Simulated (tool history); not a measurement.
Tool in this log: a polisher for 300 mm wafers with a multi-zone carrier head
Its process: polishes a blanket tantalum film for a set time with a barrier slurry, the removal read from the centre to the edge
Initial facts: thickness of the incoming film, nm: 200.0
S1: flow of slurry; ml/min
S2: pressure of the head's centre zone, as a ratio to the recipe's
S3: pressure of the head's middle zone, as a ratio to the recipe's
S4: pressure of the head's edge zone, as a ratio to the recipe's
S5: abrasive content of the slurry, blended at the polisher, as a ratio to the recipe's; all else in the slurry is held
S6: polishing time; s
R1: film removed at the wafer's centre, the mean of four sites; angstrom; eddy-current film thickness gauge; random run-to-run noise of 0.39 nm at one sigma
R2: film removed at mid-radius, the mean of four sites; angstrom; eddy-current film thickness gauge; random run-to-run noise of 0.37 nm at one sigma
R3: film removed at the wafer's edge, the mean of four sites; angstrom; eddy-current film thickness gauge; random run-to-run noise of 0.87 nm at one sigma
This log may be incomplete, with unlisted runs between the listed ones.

{"run": 1, "hour": 0.0, "S1": 175, "S2": 1, "S3": 1, "S4": 1, "S5": 1, "S6": 41, "R1": 735.68, "R2": 722.1, "R3": 716.52}
{"run": 2, "hour": 8.6, "S1": 175, "S2": 0.96, "S3": 1, "S4": 1, "S5": 1, "S6": 41, "R1": 698.02, "R2": 725.06, "R3": 716.95}
{"run": 3, "hour": 14.8, "S1": 160, "S2": 0.92, "S3": 0.94, "S4": 0.97, "S5": 0.95, "S6": 41, "R1": 641.24, "R2": 671.04, "R3": 689.19}
{"run": 4, "hour": 16.0, "S1": 150, "S2": 0.9, "S3": 0.9, "S4": 0.95, "S5": 0.9, "S6": 41, "R1": 620.08, "R2": 623.15, "R3": 665.56}
{"run": 5, "hour": 21.8, "S1": 150, "S2": 0.9, "S3": 0.9, "S4": 1, "S5": 0.9, "S6": 41, "R1": 619.4, "R2": 635.52, "R3": 679.89}
{"run": 6, "hour": 27.1, "S1": 140, "S2": 0.88, "S3": 0.88, "S4": 0.98, "S5": 0.85, "S6": 41, "R1": 583.94, "R2": 597.91, "R3": 644.34}
{"run": 7, "hour": 27.9, "S1": 105, "S2": 0.84, "S3": 0.85, "S4": 0.99, "S5": 0.85, "S6": 41, "R1": 522.64, "R2": 545.89, "R3": 626.92}

Predict the results of run 8:
{"run": 8, "hour": 32.2, "S1": 110, "S2": 0.84, "S3": 0.85, "S4": 0.98, "S5": 0.85, "S6": 41, "R1": "?", "R2": "?", "R3": "?"}

R1: 523.19 angstrom
R2: 550.36 angstrom
R3: 630.92 angstrom
